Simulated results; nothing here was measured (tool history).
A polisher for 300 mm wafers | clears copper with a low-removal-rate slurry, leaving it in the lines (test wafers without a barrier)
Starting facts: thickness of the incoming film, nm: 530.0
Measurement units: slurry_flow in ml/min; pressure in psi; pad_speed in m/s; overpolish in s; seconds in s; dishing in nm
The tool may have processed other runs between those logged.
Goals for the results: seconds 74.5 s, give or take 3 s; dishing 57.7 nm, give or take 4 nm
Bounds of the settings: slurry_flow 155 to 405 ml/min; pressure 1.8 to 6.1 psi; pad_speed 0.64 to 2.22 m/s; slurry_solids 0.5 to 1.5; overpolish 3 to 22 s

run 1 hour=0 | slurry_flow=260 pressure=3.9 pad_speed=1.42 slurry_solids=1 overpolish=11 | seconds=122.36 dishing=31.395
run 2 hour=1 | slurry_flow=260 pressure=3.9 pad_speed=1.42 slurry_solids=0.85 overpolish=11 | seconds=126.75 dishing=30.482
run 3 hour=1.8 | slurry_flow=260 pressure=4.2 pad_speed=1.42 slurry_solids=0.85 overpolish=11 | seconds=120.25 dishing=32.436
run 4 hour=8.9 | slurry_flow=260 pressure=4.4 pad_speed=1.44 slurry_solids=0.85 overpolish=11 | seconds=113.06 dishing=33.383
run 5 hour=11.5 | slurry_flow=260 pressure=4.4 pad_speed=1.44 slurry_solids=0.85 overpolish=8 | seconds=110.79 dishing=25.913
run 6 hour=20.3 | slurry_flow=260 pressure=4.6 pad_speed=1.46 slurry_solids=0.85 overpolish=9 | seconds=104.2 dishing=30.296
run 7 hour=24.4 | slurry_flow=260 pressure=4.8 pad_speed=1.46 slurry_solids=0.85 overpolish=10 | seconds=99.755 dishing=35.518
run 8 hour=30.2 | slurry_flow=260 pressure=5 pad_speed=1.46 slurry_solids=0.85 overpolish=10 | seconds=96.203 dishing=35.114
run 9 hour=37.3 | slurry_flow=260 pressure=5.1 pad_speed=1.46 slurry_solids=0.85 overpolish=10 | seconds=96.389 dishing=35.579

Which single option among these 4 for the next run brings every result within its allowed miss of target? Just one does.
run A hour=44.4 | slurry_flow=300 pressure=5.8 pad_speed=1.84 slurry_solids=0.75 overpolish=10 | seconds=? dishing=?
run B hour=44.4 | slurry_flow=330 pressure=5.3 pad_speed=1.8 slurry_solids=1.1 overpolish=11 | seconds=? dishing=?
run C hour=44.4 | slurry_flow=290 pressure=5.4 pad_speed=1.76 slurry_solids=0.85 overpolish=14 | seconds=? dishing=?
run D hour=44.4 | slurry_flow=290 pressure=5.6 pad_speed=1.58 slurry_solids=0.85 overpolish=18 | seconds=? dishing=?

move=A seconds=68.895 dishing=47.77
move=B seconds=70.794 dishing=50.093
move=C seconds=75.609 dishing=57.038
move=D seconds=81.053 dishing=64.821
A: takes the biggest miss from the last run beyond its target
B: takes the biggest miss from the last run beyond its target
C: in spec on every target
D: closes in on the targets versus the last run, not all within tolerance yet
So the answer is move C, the one that meets all the targets.
